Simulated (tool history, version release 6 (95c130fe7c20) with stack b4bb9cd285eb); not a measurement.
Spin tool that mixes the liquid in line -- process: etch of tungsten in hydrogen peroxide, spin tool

| run | hour | temperature setpoint of the liquid (°C) | concentration of hydrogen peroxide in the mixed liquid (% by weight) | time under the liquid (s) | thickness taken off the tungsten on a monitor wafer (Å) |
|---|---|---|---|---|---|
| 1 | 0.0 | 57.0 | 25.5 | 55 | 2325.4 |
| 2 | 5.1 | 51.5 | 25.5 | 55 | 1671.8 |
| 3 | 13.1 | 51.5 | 29.5 | 55 | 1798.8 |
| 4 | 17.0 | 51.5 | 26.0 | 55 | 1699.2 |
| 5 | 20.8 | 56.0 | 26.0 | 55 | 2233.7 |
| 6 | 23.6 | 59.0 | 26.0 | 55 | 2649.8 |
| 7 | 28.1 | 61.0 | 26.0 | 55 | 2965.7 |
| 8 | 34.9 | 62.5 | 26.0 | 55 | 3201.6 |

The next listed run, before its measurement:
| 9 | 40.9 | 65.5 | 26.0 | 55 | ? |

thickness taken off the tungsten on a monitor wafer (Å): 3776.9
